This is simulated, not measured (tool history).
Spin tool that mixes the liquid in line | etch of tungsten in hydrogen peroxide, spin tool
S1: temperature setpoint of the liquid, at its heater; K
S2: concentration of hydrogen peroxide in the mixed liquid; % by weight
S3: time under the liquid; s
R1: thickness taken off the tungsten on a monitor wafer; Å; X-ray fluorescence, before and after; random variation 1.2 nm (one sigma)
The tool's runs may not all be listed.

run  hour      S1  S2  S3      R1
  1     0  321.15  24  45  976.35
  2   8.2  324.15  24  45  1169.8
  3    15  324.15  24  45  1176.7
  4  18.8  319.65  24  45   889.5
     22.4  -- new drum of peroxide connected
  5  22.4  322.65  24  45  1110.8
  6  24.3  322.65  21  45  1038.8
  7  27.7  325.15  21  45  1202.7
  8  32.2  327.15  21  45  1375.5
  9  34.9  328.65  21  45  1499.5
 10  43.7  329.65  21  45  1576.3
 11  52.3  330.15  21  45  1634.4
 12  57.9  330.65  21  45  1700.6
 13  59.9  331.15  21  45  1737.4

Run 14 comes next. What will it give?
 14  66.7  331.65  21  45   ?

Run 14 gave R1 1787.3 Å.

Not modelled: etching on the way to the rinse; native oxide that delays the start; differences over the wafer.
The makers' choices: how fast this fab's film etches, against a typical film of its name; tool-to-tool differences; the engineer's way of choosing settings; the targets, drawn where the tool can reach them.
